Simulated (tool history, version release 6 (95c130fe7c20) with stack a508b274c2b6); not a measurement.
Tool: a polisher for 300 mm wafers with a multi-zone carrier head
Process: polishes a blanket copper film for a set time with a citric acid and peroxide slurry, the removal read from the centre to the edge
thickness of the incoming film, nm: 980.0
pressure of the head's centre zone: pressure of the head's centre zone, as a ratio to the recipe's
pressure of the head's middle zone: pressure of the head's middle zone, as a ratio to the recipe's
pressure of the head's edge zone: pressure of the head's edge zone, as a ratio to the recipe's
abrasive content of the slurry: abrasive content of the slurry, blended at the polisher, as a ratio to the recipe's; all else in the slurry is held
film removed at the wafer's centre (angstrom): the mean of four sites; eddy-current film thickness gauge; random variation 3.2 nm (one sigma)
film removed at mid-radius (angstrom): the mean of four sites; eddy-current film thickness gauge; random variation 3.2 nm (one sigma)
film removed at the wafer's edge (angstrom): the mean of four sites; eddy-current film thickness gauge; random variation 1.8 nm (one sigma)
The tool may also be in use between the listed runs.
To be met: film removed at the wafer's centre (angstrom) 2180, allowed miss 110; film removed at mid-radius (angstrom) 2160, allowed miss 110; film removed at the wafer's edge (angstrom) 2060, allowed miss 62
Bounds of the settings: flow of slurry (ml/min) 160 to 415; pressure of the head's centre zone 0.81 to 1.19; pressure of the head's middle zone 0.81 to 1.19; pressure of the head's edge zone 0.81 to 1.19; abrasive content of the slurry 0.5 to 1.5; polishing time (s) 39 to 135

run  hour  flow of slurry (ml/min)  pressure of the head's centre zone  pressure of the head's middle zone  pressure of the head's edge zone  abrasive content of the slurry  polishing time (s)  film removed at the wafer's centre (angstrom)  film removed at mid-radius (angstrom)  film removed at the wafer's edge (angstrom)
  1     0                      265                                   1                                   1                                 1                               1                  87                                         1410.6                                 1355.5                                       1340.7
  2   5.4                      270                                1.01                                1.02                              1.02                             1.1                  91                                         1497.8                                 1502.9                                       1455.1
  3   7.8                      275                                1.03                                1.02                              1.04                            1.15                  94                                         1575.4                                   1540                                       1532.3
  4  14.1                      230                                1.03                                1.02                              1.04                            1.15                  94                                         1504.4                                 1522.8                                       1513.2
  5  21.8                      245                                1.05                                1.03                              1.05                             1.2                  97                                         1684.7                                   1598                                       1596.1
  6  28.2                      245                                1.02                                1.03                              1.05                             1.2                  97                                         1641.6                                 1614.5                                       1608.8
  7  31.5                      255                                1.03                                1.05                              1.06                            1.25                  99                                         1736.7                                 1691.4                                         1666
  8  38.2                      260                                1.03                                1.07                              1.07                             1.3                 101                                         1764.4                                 1791.5                                       1704.4
  9  43.7                      265                                1.04                                1.07                              1.08                            1.35                 103                                         1813.1                                 1873.4                                       1771.1
 10  47.9                      265                                1.05                                1.07                              1.09                             1.4                 105                                         1893.8                                 1889.8                                       1857.1
 11  56.2                      270                                1.06                                1.08                               1.1                             1.4                 106                                           1944                                 1944.6                                       1906.4

5 next moves are on the table. One of them brings every result within its allowed miss. Which?
  A  64.5                      170                                1.16                                1.14                               1.1                             1.5                 120                                              ?                                      ?                                            ?
  B  64.5                      255                                1.09                                0.92                              1.07                             1.4                 116                                              ?                                      ?                                            ?
  C  64.5                      245                                1.19                                   1                               1.1                            1.45                 115                                              ?                                      ?                                            ?
  D  64.5                      385                                0.89                                0.98                              1.19                            1.25                 104                                              ?                                      ?                                            ?
  E  64.5                      275                                1.16                                1.19                              0.88                             1.3                 105                                              ?                                      ?                                            ?

move  film removed at the wafer's centre (angstrom)  film removed at mid-radius (angstrom)  film removed at the wafer's edge (angstrom)
   A                                         2183.6                                 2164.2                                       2051.7
   B                                         2128.5                                 1830.7                                       2022.6
   C                                         2260.1                                 1953.5                                       2041.9
   D                                         1680.4                                 1751.5                                       1916.4
   E                                         2001.5                                   2041                                       1641.3
A: meets every target
B: brings the result that was furthest off to its target, and leaves another outside
C: brings the result that was furthest off to its target, and leaves another outside
D: further off than the last run
E: further off than the last run
The right move is A.
